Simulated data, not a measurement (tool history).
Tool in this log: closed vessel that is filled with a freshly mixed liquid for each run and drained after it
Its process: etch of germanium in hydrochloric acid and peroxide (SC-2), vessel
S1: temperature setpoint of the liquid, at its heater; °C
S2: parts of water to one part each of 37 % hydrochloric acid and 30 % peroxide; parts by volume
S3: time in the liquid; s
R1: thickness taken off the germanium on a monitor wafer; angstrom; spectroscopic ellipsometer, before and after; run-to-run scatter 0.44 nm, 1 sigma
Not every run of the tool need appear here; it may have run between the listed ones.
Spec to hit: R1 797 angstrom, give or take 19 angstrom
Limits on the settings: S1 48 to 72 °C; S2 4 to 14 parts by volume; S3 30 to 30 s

| run | day | S1 | S2 | S3 | R1 |
|---|---|---|---|---|---|
| 1 | 0 | 64 | 7.5 | 30 | 651.72 |
| 2 | 0.108 | 64 | 7.5 | 30 | 652.08 |
| 3 | 0.425 | 64 | 5 | 30 | 672.09 |
| 4 | 0.704 | 65.5 | 5 | 30 | 692.11 |
|  | 0.762 | chemicals flow meter replaced |
| 5 | 0.762 | 67 | 5 | 30 | 719.99 |
| 6 | 1.117 | 68 | 5 | 30 | 741.08 |
| 7 | 1.483 | 68.5 | 5 | 30 | 758.88 |
| 8 | 1.854 | 69 | 5 | 30 | 767.95 |
| 9 | 1.921 | 69.5 | 5 | 30 | 770.18 |

Of the 5 settings listed for the next run, only one would bring every result within its allowed miss of target. Which one?
| A | 1.988 | 67.5 | 6 | 30 | ? |
| B | 1.988 | 68.5 | 5 | 30 | ? |
| C | 1.988 | 72 | 4 | 30 | ? |
| D | 1.988 | 68 | 4 | 30 | ? |
| E | 1.988 | 70.5 | 5.5 | 30 | ? |

| move | R1 |
|---|---|
| A | 716.24 |
| B | 743.42 |
| C | 826.61 |
| D | 737.64 |
| E | 783.43 |
A: lands further from the targets than the last run did
B: lands further from the targets than the last run did
C: takes the biggest miss from the last run beyond its target
D: lands further from the targets than the last run did
E: each result inside its tolerance
Go with E: it meets all targets.
